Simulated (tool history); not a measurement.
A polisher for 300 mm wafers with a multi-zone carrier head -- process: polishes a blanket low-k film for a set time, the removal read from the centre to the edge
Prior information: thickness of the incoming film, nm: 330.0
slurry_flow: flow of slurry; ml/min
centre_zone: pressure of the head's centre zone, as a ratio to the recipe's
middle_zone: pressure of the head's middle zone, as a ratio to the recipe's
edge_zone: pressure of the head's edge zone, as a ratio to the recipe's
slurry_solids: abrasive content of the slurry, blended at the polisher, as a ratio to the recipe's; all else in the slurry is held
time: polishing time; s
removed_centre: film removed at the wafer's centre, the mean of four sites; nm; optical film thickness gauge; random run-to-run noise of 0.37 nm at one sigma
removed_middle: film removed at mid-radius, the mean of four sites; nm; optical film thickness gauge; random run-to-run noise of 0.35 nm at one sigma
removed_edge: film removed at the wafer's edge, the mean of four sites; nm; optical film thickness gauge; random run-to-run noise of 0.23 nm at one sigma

| run | hour | slurry_flow | centre_zone | middle_zone | edge_zone | slurry_solids | time | removed_centre | removed_middle | removed_edge |
|---|---|---|---|---|---|---|---|---|---|---|
| 1 | 0 | 205 | 1 | 1 | 1 | 1 | 50 | 16.695 | 16.895 | 17.588 |
| 2 | 8.9 | 205 | 1 | 1 | 1 | 1.1 | 50 | 17.301 | 17.266 | 17.984 |
| 3 | 10 | 185 | 1 | 1 | 1 | 1.1 | 50 | 16.813 | 16.952 | 17.826 |
| 4 | 17.3 | 185 | 1 | 1 | 1.05 | 1.1 | 50 | 17.094 | 16.916 | 18.478 |
|  | 24.9 | edge zone pressure recalibrated |
| 5 | 24.9 | 195 | 1.01 | 1.02 | 1.07 | 1.15 | 52 | 17.923 | 18.512 | 19.334 |
| 6 | 29.4 | 200 | 1.02 | 1.02 | 1.08 | 1.2 | 54 | 19.81 | 19.778 | 20.187 |
| 7 | 35.9 | 200 | 1.02 | 1.02 | 1.09 | 1.25 | 56 | 20.555 | 20.904 | 21.374 |
| 8 | 40.4 | 200 | 1.02 | 1.02 | 1.1 | 1.3 | 58 | 21.624 | 21.701 | 22.573 |
| 9 | 43.1 | 200 | 1.03 | 1.02 | 1.1 | 1.35 | 60 | 22.762 | 23.14 | 23.835 |

What does the tool deliver on the next run?
| 10 | 44.7 | 205 | 1.04 | 1.02 | 1.1 | 1.35 | 61 | ? | ? | ? |

For run 10 the tool returned removed_centre 23.659 nm, removed_middle 23.496 nm, removed_edge 24.046 nm.

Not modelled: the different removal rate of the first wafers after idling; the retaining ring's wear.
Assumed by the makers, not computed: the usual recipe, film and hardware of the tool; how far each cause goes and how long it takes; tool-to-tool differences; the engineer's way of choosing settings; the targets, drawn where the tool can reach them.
